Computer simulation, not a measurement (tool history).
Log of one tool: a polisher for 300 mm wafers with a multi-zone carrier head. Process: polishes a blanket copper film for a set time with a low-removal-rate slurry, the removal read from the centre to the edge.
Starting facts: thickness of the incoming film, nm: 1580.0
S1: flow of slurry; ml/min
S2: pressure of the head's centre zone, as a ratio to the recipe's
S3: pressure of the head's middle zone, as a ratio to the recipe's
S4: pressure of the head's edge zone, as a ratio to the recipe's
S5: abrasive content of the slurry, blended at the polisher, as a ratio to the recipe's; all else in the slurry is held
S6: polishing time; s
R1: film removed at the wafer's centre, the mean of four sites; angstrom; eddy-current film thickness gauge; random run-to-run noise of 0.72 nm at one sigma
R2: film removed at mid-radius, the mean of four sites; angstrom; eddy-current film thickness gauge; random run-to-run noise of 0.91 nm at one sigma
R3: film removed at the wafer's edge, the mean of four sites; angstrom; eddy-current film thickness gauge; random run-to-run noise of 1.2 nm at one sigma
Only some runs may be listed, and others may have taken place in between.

Run 1, hour 0.0: S1 310 ml/min, S2 1.00, S3 1.00, S4 1.00, S5 1.00, S6 51 s. Result: R1 1348.60 angstrom, R2 1322.6 angstrom, R3 1379.30 angstrom.
Run 2, hour 8.3: S1 310 ml/min, S2 0.98, S3 1.00, S4 0.98, S5 0.95, S6 50 s. Result: R1 1280.10 angstrom, R2 1263.7 angstrom, R3 1304.30 angstrom.
Run 3, hour 14.3: S1 305 ml/min, S2 0.96, S3 1.01, S4 0.98, S5 0.90, S6 50 s. Result: R1 1216.60 angstrom, R2 1277.2 angstrom, R3 1269.50 angstrom.
Run 4, hour 17.5: S1 300 ml/min, S2 0.94, S3 1.00, S4 0.97, S5 0.85, S6 50 s. Result: R1 1162.40 angstrom, R2 1235.7 angstrom, R3 1262.50 angstrom.
Run 5, hour 21.9: S1 300 ml/min, S2 1.00, S3 1.00, S4 0.97, S5 0.85, S6 50 s. Result: R1 1249.40 angstrom, R2 1223.1 angstrom, R3 1250.10 angstrom.
Run 6, hour 24.5: S1 300 ml/min, S2 1.00, S3 1.00, S4 0.97, S5 1.05, S6 50 s. Result: R1 1314.40 angstrom, R2 1305.5 angstrom, R3 1304.10 angstrom.
Run 7, hour 25.3: S1 295 ml/min, S2 0.98, S3 0.99, S4 0.95, S5 1.00, S6 50 s. Result: R1 1271.50 angstrom, R2 1275.3 angstrom, R3 1285.40 angstrom.

What does the tool deliver on the next run?
Run 8, hour 28.0: S1 290 ml/min, S2 0.88, S3 1.04, S4 0.85, S5 0.75, S6 44 s. Result: R1 ?, R2 ?, R3 ?.

{"run 8": {"R1": 946.73, "R2": 1071.0, "R3": 994.33}}
